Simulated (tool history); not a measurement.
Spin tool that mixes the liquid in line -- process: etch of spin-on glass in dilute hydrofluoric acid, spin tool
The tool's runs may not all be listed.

| run | day | temperature setpoint of the liquid (°C) | parts of water to one part of 49 % hydrofluoric acid (parts by volume) | time under the liquid (s) | thickness taken off the spin-on glass on a monitor wafer (angstrom) |
|---|---|---|---|---|---|
| 1 | 0.000 | 21.0 | 60 | 55 | 484.86 |
| 2 | 0.175 | 21.0 | 45 | 55 | 655.80 |
| 3 | 0.308 | 17.5 | 45 | 55 | 564.95 |
| 4 | 0.329 | 17.5 | 45 | 55 | 568.77 |
| 5 | 0.525 | 17.0 | 45 | 55 | 555.09 |
| 6 | 0.688 | 17.0 | 40 | 55 | 631.83 |
| 7 | 0.921 | 17.5 | 40 | 55 | 640.23 |
| 8 | 1.079 | 18.0 | 40 | 55 | 657.07 |

Predict the results of run 9:
| 9 | 1.171 | 18.5 | 40 | 55 | ? |

thickness taken off the spin-on glass on a monitor wafer (angstrom): 670.03
